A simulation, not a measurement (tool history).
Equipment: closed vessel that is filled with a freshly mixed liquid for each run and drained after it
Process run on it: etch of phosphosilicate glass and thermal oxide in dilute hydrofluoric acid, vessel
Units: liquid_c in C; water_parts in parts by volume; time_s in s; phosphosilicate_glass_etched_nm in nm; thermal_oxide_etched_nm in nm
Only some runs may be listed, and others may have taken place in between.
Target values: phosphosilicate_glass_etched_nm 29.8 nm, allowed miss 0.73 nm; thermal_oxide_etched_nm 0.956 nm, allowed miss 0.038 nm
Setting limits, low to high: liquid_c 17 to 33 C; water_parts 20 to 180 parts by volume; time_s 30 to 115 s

| run | hour | liquid_c | water_parts | time_s | phosphosilicate_glass_etched_nm | thermal_oxide_etched_nm |
|---|---|---|---|---|---|---|
| 1 | 0 | 25 | 100 | 60 | 94.239 | 3.034 |
| 2 | 4 | 22.5 | 100 | 60 | 85.817 | 2.7173 |
| 3 | 6.2 | 21 | 125 | 60 | 62.587 | 2.0114 |
| 4 | 11.9 | 18 | 125 | 60 | 55.47 | 1.8106 |
| 5 | 17.7 | 19.5 | 125 | 60 | 59.042 | 1.8882 |
| 6 | 20 | 18.5 | 145 | 60 | 47.637 | 1.5251 |
| 7 | 28.6 | 18 | 155 | 60 | 43.153 | 1.3856 |
| 8 | 31.4 | 17.5 | 165 | 60 | 39.303 | 1.2739 |
| 9 | 32.9 | 17.5 | 170 | 55 | 34.761 | 1.1091 |

Exactly one of the 5 candidate moves below puts every result within its allowed miss. Which one?
| A | 34.4 | 17 | 140 | 55 | ? | ? |
| B | 34.4 | 21.5 | 180 | 40 | ? | ? |
| C | 34.4 | 19 | 180 | 45 | ? | ? |
| D | 34.4 | 18.5 | 180 | 45 | ? | ? |
| E | 34.4 | 17.5 | 180 | 50 | ? | ? |

| move | phosphosilicate_glass_etched_nm | thermal_oxide_etched_nm |
|---|---|---|
| A | 42.752 | 1.3728 |
| B | 27.787 | 0.89227 |
| C | 28.358 | 0.9106 |
| D | 27.802 | 0.89275 |
| E | 29.683 | 0.95315 |
A: further off than the last run
B: takes the result that was furthest off past its target
C: takes the result that was furthest off past its target
D: takes the result that was furthest off past its target
E: in spec on every target
E meets every target.

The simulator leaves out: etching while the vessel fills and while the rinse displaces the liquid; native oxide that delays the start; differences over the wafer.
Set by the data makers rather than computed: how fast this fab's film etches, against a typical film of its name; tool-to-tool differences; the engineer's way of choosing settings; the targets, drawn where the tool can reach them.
